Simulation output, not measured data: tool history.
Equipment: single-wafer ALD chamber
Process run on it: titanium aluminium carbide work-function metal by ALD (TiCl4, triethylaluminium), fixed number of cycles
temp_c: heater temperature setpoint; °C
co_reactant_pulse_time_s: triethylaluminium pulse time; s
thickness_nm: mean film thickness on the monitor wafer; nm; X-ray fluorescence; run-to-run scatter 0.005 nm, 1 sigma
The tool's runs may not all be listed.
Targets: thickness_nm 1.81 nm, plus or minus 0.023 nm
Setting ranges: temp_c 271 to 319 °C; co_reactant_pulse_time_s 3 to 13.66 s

run	hour	temp_c	co_reactant_pulse_time_s	thickness_nm
1	0	295	8.33	2.0047
2	4.5	290	8.33	1.9703
3	10.8	300	8.33	2.036
4	17.8	305	8.33	2.0754
5	18.5	316	8.33	2.1732
6	21.1	316	10.22	2.2279
7	28.6	306	9.27	2.1171
8	34.2	299	8.59	2.05

4 next moves are on the table. One of them brings every result within its allowed miss. Which?
A	39.8	290	6.97	?
B	39.8	291	8.08	?
C	39.8	279	6.98	?
D	39.8	319	11.25	?

move	thickness_nm
A	1.8974
B	1.9589
C	1.8158
D	2.2675
A: closer than the last run, but not yet in spec
B: closer than the last run, but not yet in spec
C: every result within its allowed miss
D: further off than the last run
The right move is C.
